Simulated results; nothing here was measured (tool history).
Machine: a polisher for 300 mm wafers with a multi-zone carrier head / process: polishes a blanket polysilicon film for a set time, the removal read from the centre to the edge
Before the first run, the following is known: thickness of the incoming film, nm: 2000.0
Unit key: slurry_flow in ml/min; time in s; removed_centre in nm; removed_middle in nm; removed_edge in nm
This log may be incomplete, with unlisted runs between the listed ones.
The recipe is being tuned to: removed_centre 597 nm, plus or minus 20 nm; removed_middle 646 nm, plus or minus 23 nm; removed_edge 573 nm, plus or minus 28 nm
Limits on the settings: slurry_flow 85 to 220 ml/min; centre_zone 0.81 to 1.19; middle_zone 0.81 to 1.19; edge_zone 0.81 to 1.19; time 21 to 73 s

Run 1, hour 0: slurry_flow 140 ml/min, centre_zone 1, middle_zone 1, edge_zone 1, time 47 s. Result: removed_centre 522.91 nm, removed_middle 526.65 nm, removed_edge 512.21 nm.
Run 2, hour 2.1: slurry_flow 140 ml/min, centre_zone 1, middle_zone 0.93, edge_zone 1, time 47 s. Result: removed_centre 516.64 nm, removed_middle 505.83 nm, removed_edge 520.36 nm.
Run 3, hour 4.4: slurry_flow 140 ml/min, centre_zone 0.92, middle_zone 0.93, edge_zone 1, time 47 s. Result: removed_centre 480.93 nm, removed_middle 506.93 nm, removed_edge 525.97 nm.
Run 4, hour 5.2: slurry_flow 140 ml/min, centre_zone 0.92, middle_zone 0.93, edge_zone 1.04, time 47 s. Result: removed_centre 478.16 nm, removed_middle 499.33 nm, removed_edge 530.98 nm.
Run 5, hour 12.8: slurry_flow 140 ml/min, centre_zone 0.92, middle_zone 0.93, edge_zone 1.04, time 38 s. Result: removed_centre 386.24 nm, removed_middle 399.44 nm, removed_edge 416.79 nm.
Run 6, hour 14.8: slurry_flow 155 ml/min, centre_zone 0.92, middle_zone 0.93, edge_zone 1.04, time 38 s. Result: removed_centre 388.2 nm, removed_middle 409.33 nm, removed_edge 420.52 nm.
Run 7, hour 18.4: slurry_flow 155 ml/min, centre_zone 0.92, middle_zone 0.93, edge_zone 1.04, time 38 s. Result: removed_centre 400.64 nm, removed_middle 413.64 nm, removed_edge 430.8 nm.
Run 8, hour 27.1: slurry_flow 170 ml/min, centre_zone 0.94, middle_zone 0.98, edge_zone 1.03, time 42 s. Result: removed_centre 456.82 nm, removed_middle 473.65 nm, removed_edge 482.78 nm.
Run 9, hour 34.1: slurry_flow 180 ml/min, centre_zone 0.96, middle_zone 1.04, edge_zone 1, time 44 s. Result: removed_centre 489.04 nm, removed_middle 534.31 nm, removed_edge 498.4 nm.

Exactly one of the 4 candidate moves below puts every result within its allowed miss. Which one?
Run A, hour 41.1: slurry_flow 155 ml/min, centre_zone 0.81, middle_zone 1.04, edge_zone 1.03, time 49 s. Result: removed_centre ?, removed_middle ?, removed_edge ?.
Run B, hour 41.1: slurry_flow 170 ml/min, centre_zone 1.18, middle_zone 1.11, edge_zone 0.87, time 45 s. Result: removed_centre ?, removed_middle ?, removed_edge ?.
Run C, hour 41.1: slurry_flow 170 ml/min, centre_zone 0.96, middle_zone 1.01, edge_zone 0.9, time 54 s. Result: removed_centre ?, removed_middle ?, removed_edge ?.
Run D, hour 41.1: slurry_flow 170 ml/min, centre_zone 0.93, middle_zone 1.11, edge_zone 0.95, time 51 s. Result: removed_centre ?, removed_middle ?, removed_edge ?.

move  removed_centre  removed_middle  removed_edge
   A          450.21          586.01        549.34
   B          616.41          577.93        479.16
   C          600.47          640.66        582.82
   D          549.64          655.79        560.79
A: further off than the last run
B: the worst result of the last run now meets its target, but another is out of spec
C: each result inside its tolerance
D: moves toward the targets from the last run without getting all of them in spec
C is the move that brings every result within its allowed miss.

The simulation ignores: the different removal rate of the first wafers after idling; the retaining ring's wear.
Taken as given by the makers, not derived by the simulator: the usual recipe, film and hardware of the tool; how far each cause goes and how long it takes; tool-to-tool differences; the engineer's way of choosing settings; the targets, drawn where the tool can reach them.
